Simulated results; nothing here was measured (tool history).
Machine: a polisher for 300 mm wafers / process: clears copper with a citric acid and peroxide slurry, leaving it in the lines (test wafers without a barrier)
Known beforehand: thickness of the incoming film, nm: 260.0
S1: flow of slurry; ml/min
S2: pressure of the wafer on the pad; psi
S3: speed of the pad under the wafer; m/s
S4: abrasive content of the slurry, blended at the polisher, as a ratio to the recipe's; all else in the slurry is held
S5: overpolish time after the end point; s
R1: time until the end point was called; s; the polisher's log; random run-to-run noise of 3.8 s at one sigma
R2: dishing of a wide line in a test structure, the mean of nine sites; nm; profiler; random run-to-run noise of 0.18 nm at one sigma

| run | hour | S1 | S2 | S3 | S4 | S5 | R1 | R2 |
|---|---|---|---|---|---|---|---|---|
| 1 | 0.0 | 215 | 2.2 | 1.08 | 1.0 | 21 | 156.96 | 20.403 |
| 2 | 4.2 | 210 | 1.9 | 1.08 | 1.0 | 22 | 184.77 | 18.049 |
| 3 | 6.2 | 205 | 1.7 | 1.08 | 1.0 | 23 | 200.92 | 17.344 |
| 4 | 11.6 | 205 | 1.2 | 1.08 | 1.0 | 23 | 277.66 | 12.649 |
| 5 | 14.8 | 205 | 1.2 | 1.08 | 1.0 | 24 | 280.32 | 13.254 |
| 6 | 17.3 | 255 | 1.2 | 1.08 | 1.0 | 24 | 281.27 | 13.523 |

What will run 7 give?
| 7 | 25.7 | 255 | 1.2 | 1.08 | 1.0 | 25 | ? | ? |

For run 7 the tool returned R1 271.84 s, R2 13.793 nm.

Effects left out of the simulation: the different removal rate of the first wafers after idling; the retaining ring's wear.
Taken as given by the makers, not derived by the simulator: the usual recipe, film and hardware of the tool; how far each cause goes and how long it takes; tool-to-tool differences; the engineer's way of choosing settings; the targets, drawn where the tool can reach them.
